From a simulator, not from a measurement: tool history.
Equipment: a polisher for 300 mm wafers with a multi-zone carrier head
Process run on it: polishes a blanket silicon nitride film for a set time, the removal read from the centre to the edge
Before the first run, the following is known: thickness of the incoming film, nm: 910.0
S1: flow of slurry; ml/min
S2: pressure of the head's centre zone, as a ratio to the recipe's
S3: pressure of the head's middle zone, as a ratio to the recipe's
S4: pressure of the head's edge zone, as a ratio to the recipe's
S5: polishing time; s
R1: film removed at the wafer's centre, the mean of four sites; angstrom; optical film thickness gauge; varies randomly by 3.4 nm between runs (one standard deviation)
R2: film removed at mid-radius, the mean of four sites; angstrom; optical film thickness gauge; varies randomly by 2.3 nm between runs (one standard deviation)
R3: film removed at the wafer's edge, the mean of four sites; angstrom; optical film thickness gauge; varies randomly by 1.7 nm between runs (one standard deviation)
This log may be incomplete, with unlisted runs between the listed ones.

run	hour	S1	S2	S3	S4	S5	R1	R2	R3
1	0.0	275	1.00	1.00	1.00	74	1774.6	1800.1	1850.5
2	8.4	275	1.00	1.08	1.00	74	1821.6	1928.0	1864.8
3	11.7	275	1.00	1.01	1.00	74	1744.0	1837.1	1842.7
4	20.7	210	1.00	1.01	1.00	74	1737.1	1787.6	1796.8
# hour 27.4: centre zone pressure recalibrated
5	27.4	240	1.01	1.04	1.06	79	1987.8	1990.9	2042.1
6	29.6	240	1.01	1.04	1.03	79	1942.8	1981.2	1966.0
7	30.9	240	1.01	1.04	1.03	79	1949.2	1995.4	1968.2
8	39.6	270	1.00	1.06	1.08	81	2063.2	2083.8	2107.8

Expected results for the next run?
9	45.6	285	0.97	1.07	1.11	84	?	?	?

R1: 2072.9 angstrom
R2: 2196.7 angstrom
R3: 2208.2 angstrom
